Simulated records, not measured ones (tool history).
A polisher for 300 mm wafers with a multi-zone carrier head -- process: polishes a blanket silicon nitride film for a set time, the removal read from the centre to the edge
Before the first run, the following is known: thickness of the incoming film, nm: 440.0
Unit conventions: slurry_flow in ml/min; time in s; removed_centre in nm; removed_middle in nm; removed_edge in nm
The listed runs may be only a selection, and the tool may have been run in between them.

Run 1, hour 0: slurry_flow 150 ml/min, centre_zone 1, middle_zone 1, edge_zone 1, time 44 s. Result: removed_centre 72.847 nm, removed_middle 69.012 nm, removed_edge 69.33 nm.
Run 2, hour 3.8: slurry_flow 150 ml/min, centre_zone 1, middle_zone 1, edge_zone 0.92, time 44 s. Result: removed_centre 73.351 nm, removed_middle 69.998 nm, removed_edge 67.015 nm.
Run 3, hour 6.2: slurry_flow 160 ml/min, centre_zone 1.02, middle_zone 1, edge_zone 0.92, time 44 s. Result: removed_centre 75.239 nm, removed_middle 70.269 nm, removed_edge 67.224 nm.
Run 4, hour 9: slurry_flow 170 ml/min, centre_zone 1.04, middle_zone 1.01, edge_zone 0.92, time 44 s. Result: removed_centre 76.504 nm, removed_middle 70.65 nm, removed_edge 68.475 nm.
Run 5, hour 16.3: slurry_flow 175 ml/min, centre_zone 1.07, middle_zone 1.03, edge_zone 0.91, time 44 s. Result: removed_centre 78.044 nm, removed_middle 72.625 nm, removed_edge 67.912 nm.
Run 6, hour 21.3: slurry_flow 175 ml/min, centre_zone 1.07, middle_zone 1.09, edge_zone 0.91, time 44 s. Result: removed_centre 78.313 nm, removed_middle 73.896 nm, removed_edge 68.419 nm.
Run 7, hour 26.2: slurry_flow 180 ml/min, centre_zone 1.09, middle_zone 1.09, edge_zone 0.91, time 44 s. Result: removed_centre 79.441 nm, removed_middle 74.072 nm, removed_edge 67.737 nm.
Run 8, hour 33.4: slurry_flow 185 ml/min, centre_zone 1.11, middle_zone 1.09, edge_zone 0.91, time 44 s. Result: removed_centre 81.781 nm, removed_middle 74.748 nm, removed_edge 67.714 nm.
Run 9, hour 37.5: slurry_flow 190 ml/min, centre_zone 1.12, middle_zone 1.09, edge_zone 0.92, time 44 s. Result: removed_centre 82.348 nm, removed_middle 74.397 nm, removed_edge 69.021 nm.

Run 10 has not been measured yet. What should we expect?
Run 10, hour 43.9: slurry_flow 195 ml/min, centre_zone 1.13, middle_zone 1.09, edge_zone 0.92, time 44 s. Result: removed_centre ?, removed_middle ?, removed_edge ?.

{"run 10": {"removed_centre": 81.874, "removed_middle": 75.807, "removed_edge": 69.041}}
